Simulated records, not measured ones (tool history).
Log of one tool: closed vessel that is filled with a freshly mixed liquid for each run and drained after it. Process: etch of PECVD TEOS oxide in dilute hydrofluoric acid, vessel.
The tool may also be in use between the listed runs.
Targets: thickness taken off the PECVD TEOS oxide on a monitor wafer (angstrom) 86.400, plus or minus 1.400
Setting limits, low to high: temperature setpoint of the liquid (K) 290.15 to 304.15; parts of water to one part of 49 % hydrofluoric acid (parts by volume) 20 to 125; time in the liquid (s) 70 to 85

run	hour	temperature setpoint of the liquid (K)	parts of water to one part of 49 % hydrofluoric acid (parts by volume)	time in the liquid (s)	thickness taken off the PECVD TEOS oxide on a monitor wafer (angstrom)
1	0.0	296.15	70	85	209.790
2	6.2	294.15	85	85	156.330
3	7.4	294.15	85	85	156.930
4	14.4	292.65	95	85	130.720
5	22.2	291.65	105	85	112.660
6	30.6	291.15	110	85	103.750
7	37.6	291.15	110	85	104.400
8	41.9	290.65	115	85	97.228
9	45.1	290.65	120	85	92.476

Consider the 4 candidate settings below. Which is the only one whose results all fall within their allowed miss of target?
A	48.3	290.15	120	85	?
B	48.3	290.65	105	80	?
C	48.3	290.65	120	80	?
D	48.3	290.65	125	80	?

move	thickness taken off the PECVD TEOS oxide on a monitor wafer (angstrom)
A	90.692
B	101.160
C	87.151
D	83.241
A: better than the last run, though not everything is in spec
B: further off than the last run
C: meets every target
D: takes the biggest miss from the last run beyond its target
Go with C: it meets all targets.

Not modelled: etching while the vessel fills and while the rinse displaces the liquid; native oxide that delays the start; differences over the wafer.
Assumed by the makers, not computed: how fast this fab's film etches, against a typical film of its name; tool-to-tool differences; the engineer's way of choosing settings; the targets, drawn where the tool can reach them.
